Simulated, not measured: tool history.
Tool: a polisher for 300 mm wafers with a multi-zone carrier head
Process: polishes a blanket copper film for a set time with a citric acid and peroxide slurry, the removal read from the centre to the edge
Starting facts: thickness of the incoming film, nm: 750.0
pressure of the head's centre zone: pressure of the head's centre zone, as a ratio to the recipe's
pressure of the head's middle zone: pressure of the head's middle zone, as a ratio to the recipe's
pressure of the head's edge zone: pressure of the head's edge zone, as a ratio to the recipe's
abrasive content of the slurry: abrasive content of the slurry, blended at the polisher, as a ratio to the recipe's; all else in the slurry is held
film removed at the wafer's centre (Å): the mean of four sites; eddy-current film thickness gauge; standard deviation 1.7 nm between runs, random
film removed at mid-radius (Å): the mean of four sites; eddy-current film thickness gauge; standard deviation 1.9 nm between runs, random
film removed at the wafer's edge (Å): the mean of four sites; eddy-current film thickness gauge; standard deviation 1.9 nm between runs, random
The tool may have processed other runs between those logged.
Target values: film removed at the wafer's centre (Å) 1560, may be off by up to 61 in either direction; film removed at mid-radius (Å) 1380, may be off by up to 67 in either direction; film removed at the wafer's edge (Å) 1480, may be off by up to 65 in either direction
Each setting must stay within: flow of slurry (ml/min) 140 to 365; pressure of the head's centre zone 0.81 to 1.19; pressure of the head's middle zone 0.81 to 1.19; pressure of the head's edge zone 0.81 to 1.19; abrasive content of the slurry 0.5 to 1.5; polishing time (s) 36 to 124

run	day	flow of slurry (ml/min)	pressure of the head's centre zone	pressure of the head's middle zone	pressure of the head's edge zone	abrasive content of the slurry	polishing time (s)	film removed at the wafer's centre (Å)	film removed at mid-radius (Å)	film removed at the wafer's edge (Å)
1	0	235	1	1	1	1	79	1173.6	1178.6	1152.7
2	0.117	235	1	1	1	1.2	79	1236.2	1230.6	1192.7
3	0.312	235	1.01	1	1.02	1.25	80	1288.4	1277.7	1250.9
4	0.588	235	1.02	1	1.04	1.25	80	1283.6	1280.2	1220
5	0.933	235	1.02	1.05	1.04	1.25	80	1283.6	1315.1	1235.4
6	1.192	235	1.02	1.05	0.99	1.25	80	1287.4	1311.6	1188.8
7	1.45	235	1.03	1.03	1.01	1.3	80	1306.4	1307.4	1229.4
8	1.604	235	1.04	1.02	1.02	1.3	81	1343.6	1329.9	1248.9

Which one of the following 4 next-run settings gets every result inside its allowed miss? There is exactly one.
A	1.758	200	1.05	0.91	1.05	1.25	97	?	?	?
B	1.758	255	1.07	1.17	0.96	1.4	69	?	?	?
C	1.758	240	0.93	1.15	0.93	1.45	66	?	?	?
D	1.758	235	0.85	0.88	1.13	1.25	85	?	?	?

move	film removed at the wafer's centre (Å)	film removed at mid-radius (Å)	film removed at the wafer's edge (Å)
A	1571.3	1380.4	1494.3
B	1216.6	1290.4	1069.5
C	1009.5	1217.2	1010.6
D	1142.9	1206.4	1382.2
A: all results in spec
B: lands further from the targets than the last run did
C: lands further from the targets than the last run did
D: lands further from the targets than the last run did
The right move is A.
